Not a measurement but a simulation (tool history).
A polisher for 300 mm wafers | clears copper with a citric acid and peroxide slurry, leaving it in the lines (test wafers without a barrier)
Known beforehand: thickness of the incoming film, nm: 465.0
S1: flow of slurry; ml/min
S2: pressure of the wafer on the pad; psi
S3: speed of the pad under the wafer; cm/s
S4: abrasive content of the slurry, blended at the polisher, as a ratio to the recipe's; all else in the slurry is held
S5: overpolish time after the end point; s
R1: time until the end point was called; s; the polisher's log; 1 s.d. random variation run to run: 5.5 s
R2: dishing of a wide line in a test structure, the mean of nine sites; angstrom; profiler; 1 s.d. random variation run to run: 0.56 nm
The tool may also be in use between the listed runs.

run	hour	S1	S2	S3	S4	S5	R1	R2
1	0.0	205	3.0	132	1.00	28	198.85	397.75
2	6.7	205	2.6	130	1.00	30	230.25	360.50
3	12.2	205	2.6	130	1.00	21	229.65	283.58
4	17.8	255	2.6	130	1.00	21	231.70	285.97
5	24.2	255	2.6	130	0.85	21	226.41	283.35
6	30.5	255	2.4	126	0.85	27	259.72	313.26

What will run 7 give?
7	35.3	255	2.3	124	0.85	30	?	?

Run 7 measured R1 279.38 s, R2 333.06 angstrom.
